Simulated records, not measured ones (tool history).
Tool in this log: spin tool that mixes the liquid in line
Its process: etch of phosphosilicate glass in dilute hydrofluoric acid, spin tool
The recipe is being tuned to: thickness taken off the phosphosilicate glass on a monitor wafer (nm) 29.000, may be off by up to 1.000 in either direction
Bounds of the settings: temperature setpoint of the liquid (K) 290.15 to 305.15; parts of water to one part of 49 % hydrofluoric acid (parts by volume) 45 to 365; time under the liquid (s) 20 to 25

run,hour,temperature setpoint of the liquid (K),parts of water to one part of 49 % hydrofluoric acid (parts by volume),time under the liquid (s),thickness taken off the phosphosilicate glass on a monitor wafer (nm)
1,0.0,297.15,205,25,20.402
2,1.3,294.15,205,25,18.013
3,3.6,295.65,205,25,18.637
4,8.3,298.15,205,25,20.827
5,16.9,298.15,205,20,16.640
6,17.5,298.65,195,20,18.120
7,25.3,299.15,185,20,19.388
8,27.5,299.15,185,20,19.517
9,33.4,299.65,175,20,20.989
10,39.3,303.65,145,20,31.092
11,41.1,303.65,145,20,30.941

5 next moves are on the table. One of them brings every result within its allowed miss. Which?
A,42.9,303.65,155,25,?
B,42.9,305.15,170,25,?
C,42.9,304.65,140,20,?
D,42.9,302.65,130,20,?
E,42.9,305.15,160,20,?

move,thickness taken off the phosphosilicate glass on a monitor wafer (nm)
A,35.624
B,33.564
C,33.364
D,33.876
E,28.914
A: further off than the last run
B: further off than the last run
C: further off than the last run
D: further off than the last run
E: hits every target within its allowed miss
So the answer is move E, the one that meets all the targets.

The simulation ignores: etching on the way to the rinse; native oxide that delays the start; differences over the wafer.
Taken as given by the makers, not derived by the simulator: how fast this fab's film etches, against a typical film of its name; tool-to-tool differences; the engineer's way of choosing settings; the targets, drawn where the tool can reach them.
